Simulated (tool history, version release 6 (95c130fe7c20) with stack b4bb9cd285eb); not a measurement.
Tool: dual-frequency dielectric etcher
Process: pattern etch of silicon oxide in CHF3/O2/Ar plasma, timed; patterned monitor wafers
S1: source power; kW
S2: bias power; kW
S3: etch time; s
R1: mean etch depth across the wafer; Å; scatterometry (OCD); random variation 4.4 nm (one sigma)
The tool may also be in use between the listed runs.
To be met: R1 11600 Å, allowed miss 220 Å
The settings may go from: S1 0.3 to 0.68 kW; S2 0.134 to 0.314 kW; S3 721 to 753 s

{"run": 1, "day": 0.0, "S1": 0.49, "S2": 0.224, "S3": 721, "R1": 13967}
{"run": 2, "day": 0.133, "S1": 0.47, "S2": 0.219, "S3": 721, "R1": 13607}
{"run": 3, "day": 0.45, "S1": 0.47, "S2": 0.205, "S3": 721, "R1": 13135}
{"run": 4, "day": 0.783, "S1": 0.43, "S2": 0.205, "S3": 721, "R1": 12806}
{"run": 5, "day": 0.817, "S1": 0.42, "S2": 0.204, "S3": 721, "R1": 12738}
{"run": 6, "day": 0.842, "S1": 0.48, "S2": 0.204, "S3": 721, "R1": 13307}
{"run": 7, "day": 1.192, "S1": 0.46, "S2": 0.202, "S3": 721, "R1": 13000}
{"run": 8, "day": 1.5, "S1": 0.44, "S2": 0.201, "S3": 721, "R1": 12805}
{"run": 9, "day": 1.55, "S1": 0.34, "S2": 0.188, "S3": 721, "R1": 11341}

4 next moves are on the table. One of them brings every result within its allowed miss. Which?
{"run": "A", "day": 1.6, "S1": 0.3, "S2": 0.182, "S3": 753, "R1": "?"}
{"run": "B", "day": 1.6, "S1": 0.3, "S2": 0.181, "S3": 741.5, "R1": "?"}
{"run": "C", "day": 1.6, "S1": 0.37, "S2": 0.183, "S3": 725, "R1": "?"}
{"run": "D", "day": 1.6, "S1": 0.38, "S2": 0.171, "S3": 721, "R1": "?"}

move=A R1=11252
move=B R1=11050
move=C R1=11649
move=D R1=11299
A: further off than the last run
B: further off than the last run
C: meets every target
D: further off than the last run
Answer: C

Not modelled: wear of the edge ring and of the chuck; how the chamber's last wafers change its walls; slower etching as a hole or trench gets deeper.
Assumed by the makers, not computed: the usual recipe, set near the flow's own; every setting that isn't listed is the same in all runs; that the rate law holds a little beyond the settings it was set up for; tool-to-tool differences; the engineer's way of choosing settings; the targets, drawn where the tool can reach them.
